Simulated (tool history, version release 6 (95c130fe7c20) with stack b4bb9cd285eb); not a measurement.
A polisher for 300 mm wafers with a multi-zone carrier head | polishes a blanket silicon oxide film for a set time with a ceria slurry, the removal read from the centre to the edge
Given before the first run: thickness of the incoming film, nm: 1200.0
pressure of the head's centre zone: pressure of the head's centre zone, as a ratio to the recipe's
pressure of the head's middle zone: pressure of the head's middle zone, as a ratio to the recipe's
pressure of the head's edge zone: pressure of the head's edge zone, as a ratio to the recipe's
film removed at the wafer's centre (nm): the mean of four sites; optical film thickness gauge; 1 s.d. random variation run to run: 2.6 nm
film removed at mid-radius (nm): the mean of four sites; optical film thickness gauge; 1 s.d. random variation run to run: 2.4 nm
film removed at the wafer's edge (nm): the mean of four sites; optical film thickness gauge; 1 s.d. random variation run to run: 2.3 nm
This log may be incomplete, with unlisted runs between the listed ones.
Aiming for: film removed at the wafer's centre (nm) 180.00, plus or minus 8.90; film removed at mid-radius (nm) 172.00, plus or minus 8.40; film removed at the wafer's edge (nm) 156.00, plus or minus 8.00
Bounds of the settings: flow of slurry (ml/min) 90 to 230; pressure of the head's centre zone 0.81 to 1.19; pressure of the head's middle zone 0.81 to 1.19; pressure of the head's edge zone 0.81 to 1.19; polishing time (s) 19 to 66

run,hour,flow of slurry (ml/min),pressure of the head's centre zone,pressure of the head's middle zone,pressure of the head's edge zone,polishing time (s),film removed at the wafer's centre (nm),film removed at mid-radius (nm),film removed at the wafer's edge (nm)
1,0.0,150,1.00,1.00,1.00,42,120.32,123.53,126.96
2,8.5,120,1.00,1.00,1.00,42,108.34,113.72,121.05
3,14.1,145,1.00,1.00,1.00,42,121.74,118.61,126.55
4,21.4,160,1.01,1.04,1.00,43,127.19,131.73,129.43
5,25.7,160,1.05,1.04,1.00,43,131.76,131.73,130.83
# hour 34.5: slurry nozzle cleaned
6,34.5,170,1.07,1.05,1.00,44,156.54,152.30,146.53
7,36.5,180,1.07,1.05,1.00,44,157.04,154.71,146.26
8,41.6,185,1.07,1.05,1.00,44,163.33,155.97,148.93
9,49.0,190,1.07,1.06,1.00,44,160.19,154.61,150.25
10,53.9,190,1.07,1.06,1.00,44,161.46,157.25,152.12
11,59.2,195,1.08,1.07,0.99,44,160.66,157.65,146.93
12,61.3,200,1.09,1.07,0.99,44,161.66,156.65,146.67
13,63.1,205,1.10,1.08,1.00,44,164.51,158.80,147.20
14,69.0,210,1.10,1.08,1.00,44,161.51,161.04,151.62
15,72.6,210,1.11,1.08,1.00,44,166.73,161.05,147.98

Below are 5 possible settings for the next run. Only one of them brings all results inside the allowed miss of their targets. Which is it?
A,76.2,215,1.13,1.09,0.98,46,?,?,?
B,76.2,215,1.09,1.05,1.08,44,?,?,?
C,76.2,205,1.00,0.98,1.04,51,?,?,?
D,76.2,205,1.04,1.16,1.08,44,?,?,?
E,76.2,170,0.97,1.10,0.97,49,?,?,?

move,film removed at the wafer's centre (nm),film removed at mid-radius (nm),film removed at the wafer's edge (nm)
A,177.93,168.41,154.65
B,165.56,156.04,155.22
C,178.47,169.52,175.85
D,158.73,168.82,154.21
E,162.18,174.29,159.47
A: each result inside its tolerance
B: lands further from the targets than the last run did
C: gets the furthest-off result to its target, but another result is out of tolerance
D: lands further from the targets than the last run did
E: lands further from the targets than the last run did
The move that meets every target is A.
